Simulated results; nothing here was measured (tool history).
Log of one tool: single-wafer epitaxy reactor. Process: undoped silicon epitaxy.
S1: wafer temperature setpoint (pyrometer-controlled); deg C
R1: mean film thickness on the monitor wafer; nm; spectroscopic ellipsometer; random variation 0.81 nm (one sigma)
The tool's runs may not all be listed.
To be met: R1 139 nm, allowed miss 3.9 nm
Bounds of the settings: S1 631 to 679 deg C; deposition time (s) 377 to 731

run 1 hour=0 | S1=655 deposition_time_(s)=554 | R1=102.86
run 2 hour=8.9 | S1=657 deposition_time_(s)=555 | R1=107.42
run 3 hour=9.4 | S1=658 deposition_time_(s)=556 | R1=111.26
run 4 hour=13.1 | S1=658 deposition_time_(s)=522 | R1=103.2
run 5 hour=20.4 | S1=660 deposition_time_(s)=523 | R1=107.04
run 6 hour=27.8 | S1=660 deposition_time_(s)=553 | R1=114.94
run 7 hour=28.6 | S1=661 deposition_time_(s)=553 | R1=115.35
run 8 hour=29.7 | S1=662 deposition_time_(s)=554 | R1=119.18
run 9 hour=32.7 | S1=663 deposition_time_(s)=554 | R1=120.88

Which of these 5 next moves meets every target?
run A hour=35.7 | S1=667 deposition_time_(s)=493 | R1=?
run B hour=35.7 | S1=661 deposition_time_(s)=663 | R1=?
run C hour=35.7 | S1=660 deposition_time_(s)=500 | R1=?
run D hour=35.7 | S1=676 deposition_time_(s)=463 | R1=?
run E hour=35.7 | S1=670 deposition_time_(s)=523 | R1=?

move=A R1=115.77
move=B R1=138.43
move=C R1=102.36
move=D R1=129.35
move=E R1=130.18
A: further off than the last run
B: meets every target
C: further off than the last run
D: nearer than the last run, and not there yet
E: nearer than the last run, and not there yet
Answer: B
